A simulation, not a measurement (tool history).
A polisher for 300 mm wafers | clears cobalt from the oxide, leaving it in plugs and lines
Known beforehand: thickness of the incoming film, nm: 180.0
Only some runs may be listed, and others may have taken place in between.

run	day	flow of slurry (ml/min)	pressure of the wafer on the pad (psi)	speed of the pad under the wafer (cm/s)	overpolish time after the end point (s)	time until the end point was called (s)	dishing of a wide line in a test structure (Å)
1	0	250	1.7	94	28	45.496	483.08
2	0.354	250	1.7	106	28	43.078	482.2
3	0.417	190	1.7	106	28	44.012	495.47
4	0.592	190	1.7	96	28	46.391	466.71
5	0.9	190	1.7	74	28	56.098	449.68
6	1.079	190	1.7	58	28	64.104	414.88
7	1.371	190	1.6	58	33	66.26	448.9

Forecast run 8:
8	1.688	190	1.5	58	35	?	?

{"run 8": {"time until the end point was called (s)": 70.081, "dishing of a wide line in a test structure (Å)": 449.03}}

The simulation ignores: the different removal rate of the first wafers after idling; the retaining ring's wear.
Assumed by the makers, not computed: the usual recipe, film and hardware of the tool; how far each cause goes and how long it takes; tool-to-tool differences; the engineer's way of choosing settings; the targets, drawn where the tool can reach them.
